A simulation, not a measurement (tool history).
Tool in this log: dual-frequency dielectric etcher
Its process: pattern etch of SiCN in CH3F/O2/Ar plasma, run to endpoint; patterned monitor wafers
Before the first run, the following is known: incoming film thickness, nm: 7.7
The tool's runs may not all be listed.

run,hour,source power (kW),bias power (kW),endpoint time (s)
1,0.0,0.430,0.080,20.260
2,4.8,0.430,0.072,21.237
3,6.6,0.430,0.085,19.157
4,11.4,0.430,0.071,21.350
5,13.5,0.410,0.069,22.195
6,14.9,0.390,0.068,22.257
7,17.9,0.390,0.068,22.524
8,21.4,0.380,0.067,22.813
9,22.3,0.370,0.066,23.816
10,29.4,0.360,0.066,23.499

Estimate the outcome of run 11 from the log above:
11,35.1,0.350,0.065,?

{"run 11": {"endpoint time (s)": 23.99}}
